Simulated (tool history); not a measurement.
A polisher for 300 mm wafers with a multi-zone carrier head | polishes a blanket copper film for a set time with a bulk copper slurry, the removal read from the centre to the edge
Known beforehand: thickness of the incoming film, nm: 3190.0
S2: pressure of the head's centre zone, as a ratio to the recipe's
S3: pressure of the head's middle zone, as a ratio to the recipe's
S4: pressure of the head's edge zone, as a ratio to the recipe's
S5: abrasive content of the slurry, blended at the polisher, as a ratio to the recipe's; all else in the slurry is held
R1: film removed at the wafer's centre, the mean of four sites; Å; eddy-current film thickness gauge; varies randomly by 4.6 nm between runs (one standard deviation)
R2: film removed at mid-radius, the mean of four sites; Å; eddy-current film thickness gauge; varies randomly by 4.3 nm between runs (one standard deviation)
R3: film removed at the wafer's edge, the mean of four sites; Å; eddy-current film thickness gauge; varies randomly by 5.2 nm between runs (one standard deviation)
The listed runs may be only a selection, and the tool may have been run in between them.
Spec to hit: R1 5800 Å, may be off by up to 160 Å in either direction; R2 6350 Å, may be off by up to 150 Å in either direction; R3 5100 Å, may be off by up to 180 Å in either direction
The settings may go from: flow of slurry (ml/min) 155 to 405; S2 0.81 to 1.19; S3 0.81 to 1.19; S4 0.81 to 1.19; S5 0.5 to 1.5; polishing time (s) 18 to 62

Run 1, hour 0: flow of slurry (ml/min) 260, S2 1, S3 1, S4 1, S5 1, polishing time (s) 40. Result: R1 4749.4 Å, R2 4610.7 Å, R3 4602.7 Å.
Run 2, hour 3.6: flow of slurry (ml/min) 275, S2 1.01, S3 1.04, S4 0.99, S5 1.1, polishing time (s) 40. Result: R1 4824.7 Å, R2 4868.2 Å, R3 4656.9 Å.
Run 3, hour 4.8: flow of slurry (ml/min) 285, S2 1.03, S3 1.07, S4 0.98, S5 1.2, polishing time (s) 40. Result: R1 5041.9 Å, R2 5066.1 Å, R3 4727.1 Å.
Run 4, hour 6.7: flow of slurry (ml/min) 285, S2 1.03, S3 1.12, S4 0.98, S5 1.2, polishing time (s) 40. Result: R1 5005.2 Å, R2 5258.1 Å, R3 4626.1 Å.
Run 5, hour 14.6: flow of slurry (ml/min) 285, S2 1.03, S3 1.19, S4 0.98, S5 1.2, polishing time (s) 40. Result: R1 5083.6 Å, R2 5566.2 Å, R3 4599.9 Å.
Run 6, hour 21.4: flow of slurry (ml/min) 285, S2 1.07, S3 1.19, S4 0.98, S5 1.2, polishing time (s) 40. Result: R1 5241.5 Å, R2 5499.8 Å, R3 4717.6 Å.
Run 7, hour 25.7: flow of slurry (ml/min) 295, S2 1.06, S3 1.19, S4 0.97, S5 1.25, polishing time (s) 40. Result: R1 5217.8 Å, R2 5559.7 Å, R3 4704.5 Å.
Run 8, hour 33.3: flow of slurry (ml/min) 300, S2 1.06, S3 1.19, S4 0.95, S5 1.3, polishing time (s) 41. Result: R1 5453.2 Å, R2 5803.2 Å, R3 4721.3 Å.
Run 9, hour 39.1: flow of slurry (ml/min) 305, S2 1.06, S3 1.19, S4 0.96, S5 1.35, polishing time (s) 41. Result: R1 5466.9 Å, R2 5831.5 Å, R3 4868.3 Å.
Run 10, hour 42.6: flow of slurry (ml/min) 310, S2 1.06, S3 1.19, S4 0.95, S5 1.4, polishing time (s) 41. Result: R1 5514.6 Å, R2 5853.7 Å, R3 4841.2 Å.

4 candidate next runs follow, results not yet known. Just one meets every target within its allowed miss. Identify it.
Run A, hour 46.1: flow of slurry (ml/min) 310, S2 1.11, S3 1.19, S4 0.92, S5 1.45, polishing time (s) 44. Result: R1 ?, R2 ?, R3 ?.
Run B, hour 46.1: flow of slurry (ml/min) 235, S2 0.99, S3 1.19, S4 0.81, S5 1.25, polishing time (s) 49. Result: R1 ?, R2 ?, R3 ?.
Run C, hour 46.1: flow of slurry (ml/min) 275, S2 1.05, S3 1.19, S4 0.92, S5 1.35, polishing time (s) 45. Result: R1 ?, R2 ?, R3 ?.
Run D, hour 46.1: flow of slurry (ml/min) 300, S2 0.91, S3 1.19, S4 0.93, S5 1.3, polishing time (s) 48. Result: R1 ?, R2 ?, R3 ?.

move      R1      R2      R3
   A  6212.4  6337.4  5124.1
   B  5817.9  6688.3  5143.7
   C  5860.3  6332.8  5134.5
   D  5438.7  6787.3    5514
A: puts the biggest miss on target and leaves a different result outside tolerance
B: carries the result that was furthest off beyond its target, to the other side
C: every result lands within tolerance
D: carries the result that was furthest off beyond its target, to the other side
C is the move that brings every result within its allowed miss.
